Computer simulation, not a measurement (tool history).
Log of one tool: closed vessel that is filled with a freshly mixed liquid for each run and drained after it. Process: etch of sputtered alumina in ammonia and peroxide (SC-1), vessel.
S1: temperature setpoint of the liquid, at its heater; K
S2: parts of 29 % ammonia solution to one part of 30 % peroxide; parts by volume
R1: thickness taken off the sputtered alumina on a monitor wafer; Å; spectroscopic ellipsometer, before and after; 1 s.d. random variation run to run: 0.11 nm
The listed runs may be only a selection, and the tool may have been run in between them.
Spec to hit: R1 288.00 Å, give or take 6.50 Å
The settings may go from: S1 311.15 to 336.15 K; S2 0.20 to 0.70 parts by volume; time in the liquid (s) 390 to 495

Run 1, hour 0.0: S1 320.15 K, S2 0.40 parts by volume, time in the liquid (s) 495. Result: R1 164.02 Å.
Run 2, hour 8.9: S1 320.15 K, S2 0.45 parts by volume, time in the liquid (s) 495. Result: R1 165.53 Å.
Run 3, hour 15.5: S1 320.15 K, S2 0.55 parts by volume, time in the liquid (s) 495. Result: R1 168.77 Å.
Run 4, hour 17.8: S1 320.15 K, S2 0.45 parts by volume, time in the liquid (s) 495. Result: R1 165.89 Å.
Run 5, hour 24.3: S1 320.15 K, S2 0.60 parts by volume, time in the liquid (s) 495. Result: R1 171.27 Å.
Run 6, hour 29.4: S1 321.65 K, S2 0.60 parts by volume, time in the liquid (s) 495. Result: R1 185.54 Å.
Run 7, hour 38.2: S1 322.65 K, S2 0.60 parts by volume, time in the liquid (s) 495. Result: R1 194.75 Å.
Run 8, hour 42.6: S1 323.65 K, S2 0.60 parts by volume, time in the liquid (s) 495. Result: R1 206.37 Å.
Run 9, hour 47.1: S1 324.65 K, S2 0.60 parts by volume, time in the liquid (s) 495. Result: R1 220.06 Å.
Run 10, hour 54.1: S1 325.15 K, S2 0.60 parts by volume, time in the liquid (s) 495. Result: R1 224.69 Å.
Run 11, hour 63.5: S1 325.65 K, S2 0.60 parts by volume, time in the liquid (s) 495. Result: R1 230.87 Å.

Exactly one of the 4 candidate moves below puts every result within its allowed miss. Which one?
Run A, hour 72.9: S1 330.15 K, S2 0.45 parts by volume, time in the liquid (s) 470. Result: R1 ?.
Run B, hour 72.9: S1 329.65 K, S2 0.60 parts by volume, time in the liquid (s) 495. Result: R1 ?.
Run C, hour 72.9: S1 330.65 K, S2 0.60 parts by volume, time in the liquid (s) 455. Result: R1 ?.
Run D, hour 72.9: S1 329.15 K, S2 0.60 parts by volume, time in the liquid (s) 480. Result: R1 ?.

move      R1
   A  270.44
   B  285.10
   C  276.15
   D  269.28
A: closer than the last run, but not yet in spec
B: all results land within tolerance of their targets
C: closer than the last run, but not yet in spec
D: closer than the last run, but not yet in spec
Correct choice: B, which meets every target
